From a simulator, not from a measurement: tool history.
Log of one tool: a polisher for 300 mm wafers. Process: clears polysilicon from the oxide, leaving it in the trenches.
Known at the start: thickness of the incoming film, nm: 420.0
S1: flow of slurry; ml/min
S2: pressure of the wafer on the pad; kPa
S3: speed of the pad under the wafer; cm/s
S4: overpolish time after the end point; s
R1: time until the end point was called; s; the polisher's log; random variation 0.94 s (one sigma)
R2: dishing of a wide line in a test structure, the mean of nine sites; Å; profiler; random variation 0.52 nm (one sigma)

| run | hour | S1 | S2 | S3 | S4 | R1 | R2 |
|---|---|---|---|---|---|---|---|
| 1 | 0.0 | 200 | 11.7 | 104 | 9 | 41.019 | 382.52 |
| 2 | 2.4 | 200 | 11.7 | 104 | 10 | 41.473 | 389.77 |
| 3 | 9.2 | 200 | 11.0 | 104 | 10 | 44.234 | 395.88 |
| 4 | 17.6 | 200 | 11.0 | 120 | 10 | 37.017 | 383.45 |
| 5 | 26.5 | 200 | 10.3 | 118 | 10 | 40.365 | 393.86 |
| 6 | 27.1 | 200 | 10.3 | 102 | 10 | 46.603 | 384.90 |
|  | 32.3 | head pressure recalibrated |
| 7 | 32.3 | 200 | 9.7 | 102 | 10 | 52.871 | 368.10 |

Forecast run 8:
| 8 | 39.5 | 200 | 9.0 | 102 | 10 | ? | ? |

Run 8 gave R1 55.373 s, R2 359.03 Å.

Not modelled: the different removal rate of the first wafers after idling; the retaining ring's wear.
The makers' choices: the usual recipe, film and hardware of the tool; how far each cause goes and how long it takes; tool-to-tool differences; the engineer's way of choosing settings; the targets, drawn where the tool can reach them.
